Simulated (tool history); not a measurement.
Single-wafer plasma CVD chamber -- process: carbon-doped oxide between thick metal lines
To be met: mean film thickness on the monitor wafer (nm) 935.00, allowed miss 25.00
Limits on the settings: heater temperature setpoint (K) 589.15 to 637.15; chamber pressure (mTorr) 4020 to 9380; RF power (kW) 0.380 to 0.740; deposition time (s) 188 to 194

| run | day | heater temperature setpoint (K) | chamber pressure (mTorr) | RF power (kW) | deposition time (s) | mean film thickness on the monitor wafer (nm) |
|---|---|---|---|---|---|---|
| 1 | 0.000 | 613.15 | 6700 | 0.560 | 188 | 1088.30 |
| 2 | 0.108 | 615.15 | 6590 | 0.535 | 188 | 1043.20 |
| 3 | 0.179 | 615.15 | 6590 | 0.535 | 194 | 1066.50 |
| 4 | 0.217 | 623.15 | 6590 | 0.535 | 194 | 1040.30 |
| 5 | 0.412 | 623.15 | 6590 | 0.605 | 194 | 1139.50 |
| 6 | 0.675 | 623.15 | 6590 | 0.675 | 194 | 1236.20 |
| 7 | 0.729 | 623.15 | 6590 | 0.675 | 194 | 1227.00 |
| 8 | 0.796 | 624.15 | 6510 | 0.635 | 193 | 1172.50 |

Exactly one of the 4 candidate moves below puts every result within its allowed miss. Which one?
| A | 0.862 | 624.15 | 6240 | 0.550 | 188 | ? |
| B | 0.862 | 622.15 | 6480 | 0.485 | 188 | ? |
| C | 0.862 | 622.15 | 6640 | 0.540 | 188 | ? |
| D | 0.862 | 631.15 | 7550 | 0.525 | 188 | ? |

| move | mean film thickness on the monitor wafer (nm) |
|---|---|
| A | 1018.70 |
| B | 938.32 |
| C | 1021.10 |
| D | 989.71 |
A: moves toward the targets from the last run without getting all of them in spec
B: all results land within tolerance of their targets
C: moves toward the targets from the last run without getting all of them in spec
D: moves toward the targets from the last run without getting all of them in spec
Answer: B
